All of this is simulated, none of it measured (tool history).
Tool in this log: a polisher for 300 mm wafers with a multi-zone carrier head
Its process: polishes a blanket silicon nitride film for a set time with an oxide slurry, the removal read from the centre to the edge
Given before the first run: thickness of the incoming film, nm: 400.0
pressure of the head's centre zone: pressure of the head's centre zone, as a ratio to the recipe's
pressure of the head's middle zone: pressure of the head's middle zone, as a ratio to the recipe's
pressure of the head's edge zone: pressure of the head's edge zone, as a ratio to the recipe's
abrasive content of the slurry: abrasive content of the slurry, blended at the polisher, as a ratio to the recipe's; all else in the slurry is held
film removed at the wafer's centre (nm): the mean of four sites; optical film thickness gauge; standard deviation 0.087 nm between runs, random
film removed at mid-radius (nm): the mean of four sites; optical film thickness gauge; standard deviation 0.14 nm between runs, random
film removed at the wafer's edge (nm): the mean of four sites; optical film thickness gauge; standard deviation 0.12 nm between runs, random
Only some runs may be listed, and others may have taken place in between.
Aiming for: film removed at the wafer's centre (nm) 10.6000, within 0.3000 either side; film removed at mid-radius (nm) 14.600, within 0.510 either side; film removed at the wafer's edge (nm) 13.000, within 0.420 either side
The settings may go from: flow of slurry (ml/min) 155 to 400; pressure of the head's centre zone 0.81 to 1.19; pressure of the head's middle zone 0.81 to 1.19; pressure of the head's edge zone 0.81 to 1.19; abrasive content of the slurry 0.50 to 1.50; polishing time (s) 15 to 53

run,hour,flow of slurry (ml/min),pressure of the head's centre zone,pressure of the head's middle zone,pressure of the head's edge zone,abrasive content of the slurry,polishing time (s),film removed at the wafer's centre (nm),film removed at mid-radius (nm),film removed at the wafer's edge (nm)
1,0.0,255,1.00,1.00,1.00,1.00,34,14.2700,14.721,14.521
2,0.9,255,1.00,1.00,1.00,1.00,41,17.3370,17.531,17.371
3,8.8,255,1.00,1.00,0.96,1.00,41,17.3860,17.794,17.050
4,14.6,255,1.00,1.00,0.96,0.90,41,16.1440,16.561,15.983
5,20.0,290,1.00,1.00,0.96,0.90,41,16.2600,16.917,16.112
6,22.1,300,0.95,1.02,0.96,0.80,41,14.3740,15.998,14.755
7,28.3,300,0.91,1.05,1.00,0.75,41,13.1160,15.427,14.111
8,32.9,300,0.88,1.08,1.03,0.70,41,11.8660,14.782,13.861
9,41.4,300,0.88,1.08,1.03,0.70,41,12.0060,15.027,13.581
10,42.3,295,0.86,1.09,1.04,0.70,41,11.6380,14.892,13.878
11,46.1,300,0.85,1.10,1.03,0.70,41,11.4970,15.042,13.679
12,49.5,300,0.84,1.10,1.02,0.70,41,11.2970,14.857,13.834
13,58.4,255,0.82,1.14,0.93,0.65,41,10.3710,14.391,12.221
14,60.3,260,0.82,1.14,0.95,0.65,41,10.1940,14.582,12.339

Of the 5 settings listed for the next run, only one would bring every result within its allowed miss of target. Which one?
A,62.2,200,0.81,1.10,0.96,0.55,52,?,?,?
B,62.2,270,0.81,1.17,0.97,0.75,35,?,?,?
C,62.2,220,0.81,1.19,0.92,0.70,37,?,?,?
D,62.2,155,0.85,1.19,0.87,0.70,40,?,?,?
E,62.2,245,0.84,1.15,0.95,0.80,34,?,?,?

move,film removed at the wafer's centre (nm),film removed at mid-radius (nm),film removed at the wafer's edge (nm)
A,10.6170,14.522,12.983
B,9.8699,14.107,11.995
C,9.6684,14.028,11.540
D,10.5630,14.654,11.868
E,10.3520,14.086,12.051
A: meets every target
B: its largest miss is bigger than the last run's
C: its largest miss is bigger than the last run's
D: its largest miss is bigger than the last run's
E: its largest miss is bigger than the last run's
So the answer is move A, the one that meets all the targets.

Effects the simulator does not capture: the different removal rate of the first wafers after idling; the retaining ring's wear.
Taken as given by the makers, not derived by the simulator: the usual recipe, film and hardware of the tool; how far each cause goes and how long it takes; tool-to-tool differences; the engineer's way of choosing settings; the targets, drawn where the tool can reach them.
